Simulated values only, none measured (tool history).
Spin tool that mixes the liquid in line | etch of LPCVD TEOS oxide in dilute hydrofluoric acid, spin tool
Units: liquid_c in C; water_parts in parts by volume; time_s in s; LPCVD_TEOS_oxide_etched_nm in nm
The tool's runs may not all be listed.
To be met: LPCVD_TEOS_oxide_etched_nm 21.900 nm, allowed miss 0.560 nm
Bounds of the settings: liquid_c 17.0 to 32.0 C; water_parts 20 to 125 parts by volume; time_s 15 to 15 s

run,hour,liquid_c,water_parts,time_s,LPCVD_TEOS_oxide_etched_nm
1,0.0,24.0,70,15,12.738
2,8.5,27.0,70,15,14.278
3,17.4,27.0,55,15,18.644
4,25.9,27.0,40,15,26.223
5,29.0,27.0,20,15,53.910
6,33.2,26.0,25,15,41.133
7,36.6,24.5,25,15,38.641
8,37.6,23.5,25,15,37.374
9,42.0,22.5,25,15,35.818
10,44.2,22.5,25,15,35.729
11,48.5,18.5,45,15,16.347
12,54.1,19.5,45,15,17.069
13,56.8,20.0,45,15,17.469
14,58.7,20.5,45,15,17.674
# hour 66.4: thermometer replaced
15,66.4,21.0,45,15,16.621
16,69.5,21.5,45,15,17.019
17,73.9,25.5,45,15,20.103
18,74.4,26.0,45,15,20.631
19,76.4,26.5,45,15,20.853

5 next moves are on the table. One of them brings every result within its allowed miss. Which?
A,78.4,26.0,40,15,?
B,78.4,26.5,40,15,?
C,78.4,27.5,45,15,?
D,78.4,29.0,45,15,?
E,78.4,29.5,45,15,?

move,LPCVD_TEOS_oxide_etched_nm
A,23.368
B,23.849
C,21.916
D,23.270
E,23.736
A: takes the result that was furthest off past its target
B: takes the result that was furthest off past its target
C: meets every target
D: takes the result that was furthest off past its target
E: takes the result that was furthest off past its target
Move C is the one to make.
